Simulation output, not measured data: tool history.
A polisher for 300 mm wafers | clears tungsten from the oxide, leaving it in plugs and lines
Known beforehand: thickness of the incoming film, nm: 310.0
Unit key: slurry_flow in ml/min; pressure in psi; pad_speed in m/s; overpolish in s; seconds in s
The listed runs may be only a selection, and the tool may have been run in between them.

run 1 hour=0 | slurry_flow=155 pressure=4.3 pad_speed=1.18 slurry_solids=1 overpolish=13 | seconds=49.174
run 2 hour=7.7 | slurry_flow=155 pressure=4.3 pad_speed=1.3 slurry_solids=1 overpolish=13 | seconds=45.417
run 3 hour=13.1 | slurry_flow=155 pressure=4.3 pad_speed=1.3 slurry_solids=1 overpolish=14 | seconds=45.356
run 4 hour=14.5 | slurry_flow=155 pressure=4.3 pad_speed=1.3 slurry_solids=1.15 overpolish=14 | seconds=43.635
run 5 hour=21.3 | slurry_flow=155 pressure=4 pad_speed=1.3 slurry_solids=1.15 overpolish=14 | seconds=47.422
run 6 hour=27.3 | slurry_flow=155 pressure=3.8 pad_speed=1.3 slurry_solids=1.15 overpolish=14 | seconds=48.913
run 7 hour=31.3 | slurry_flow=155 pressure=3.6 pad_speed=1.3 slurry_solids=1.15 overpolish=14 | seconds=52.297
run 8 hour=31.9 | slurry_flow=145 pressure=2.4 pad_speed=1.28 slurry_solids=1.15 overpolish=14 | seconds=79.114
run 9 hour=36.7 | slurry_flow=145 pressure=2.4 pad_speed=1.28 slurry_solids=1.15 overpolish=14 | seconds=79.924
run 10 hour=43.4 | slurry_flow=150 pressure=2.4 pad_speed=1.28 slurry_solids=1.15 overpolish=14 | seconds=78.221
run 11 hour=45.5 | slurry_flow=155 pressure=2.4 pad_speed=1.28 slurry_solids=1.15 overpolish=14 | seconds=78.893

What will run 12 give?
run 12 hour=49.8 | slurry_flow=155 pressure=2.4 pad_speed=1.28 slurry_solids=1.15 overpolish=14 | seconds=?

{"run 12": {"seconds": 77.749}}
